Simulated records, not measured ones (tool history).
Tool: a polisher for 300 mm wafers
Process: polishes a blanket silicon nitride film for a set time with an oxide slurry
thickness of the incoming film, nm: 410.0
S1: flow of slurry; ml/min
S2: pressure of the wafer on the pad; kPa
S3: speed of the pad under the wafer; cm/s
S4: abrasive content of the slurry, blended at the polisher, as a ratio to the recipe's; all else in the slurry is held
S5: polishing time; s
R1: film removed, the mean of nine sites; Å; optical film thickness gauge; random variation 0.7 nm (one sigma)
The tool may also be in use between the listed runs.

run	hour	S1	S2	S3	S4	S5	R1
1	0.0	225	31.7	94	1.0	108	882.63
2	5.9	225	30.3	94	1.0	108	844.96
3	14.5	225	30.3	94	1.2	108	877.42
4	20.0	225	29.0	94	1.2	108	852.52
5	24.9	225	27.6	94	1.2	108	787.94
6	27.6	225	26.9	94	1.2	108	792.59
7	35.6	225	26.2	94	1.2	108	769.95

The next listed run, before its measurement:
8	42.6	225	25.5	94	1.2	108	?

{"run 8": {"R1": 773.04}}
